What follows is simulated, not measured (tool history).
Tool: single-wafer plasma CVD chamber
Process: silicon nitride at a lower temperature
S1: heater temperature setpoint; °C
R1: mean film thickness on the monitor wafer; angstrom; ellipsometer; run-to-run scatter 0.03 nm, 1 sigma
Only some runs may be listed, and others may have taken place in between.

run 1 hour=0.0 | S1=345 chamber_pressure_(mTorr)=1710 RF_power_(W)=245 deposition_time_(s)=9.5 | R1=98.795
run 2 hour=2.1 | S1=345 chamber_pressure_(mTorr)=1600 RF_power_(W)=230 deposition_time_(s)=9.4 | R1=90.558
run 3 hour=11.1 | S1=345 chamber_pressure_(mTorr)=1470 RF_power_(W)=225 deposition_time_(s)=9.4 | R1=87.006
run 4 hour=13.7 | S1=345 chamber_pressure_(mTorr)=1380 RF_power_(W)=220 deposition_time_(s)=9.4 | R1=84.006
run 5 hour=18.6 | S1=345 chamber_pressure_(mTorr)=1680 RF_power_(W)=220 deposition_time_(s)=9.4 | R1=88.789
run 6 hour=26.2 | S1=345 chamber_pressure_(mTorr)=1570 RF_power_(W)=215 deposition_time_(s)=9.4 | R1=85.218
run 7 hour=32.0 | S1=345 chamber_pressure_(mTorr)=1500 RF_power_(W)=210 deposition_time_(s)=9.4 | R1=82.089
run 8 hour=36.8 | S1=345 chamber_pressure_(mTorr)=1470 RF_power_(W)=210 deposition_time_(s)=9.4 | R1=81.326

Expected results for the next run?
run 9 hour=42.2 | S1=345 chamber_pressure_(mTorr)=1470 RF_power_(W)=210 deposition_time_(s)=9.4 | R1=?

R1: 82.010 angstrom

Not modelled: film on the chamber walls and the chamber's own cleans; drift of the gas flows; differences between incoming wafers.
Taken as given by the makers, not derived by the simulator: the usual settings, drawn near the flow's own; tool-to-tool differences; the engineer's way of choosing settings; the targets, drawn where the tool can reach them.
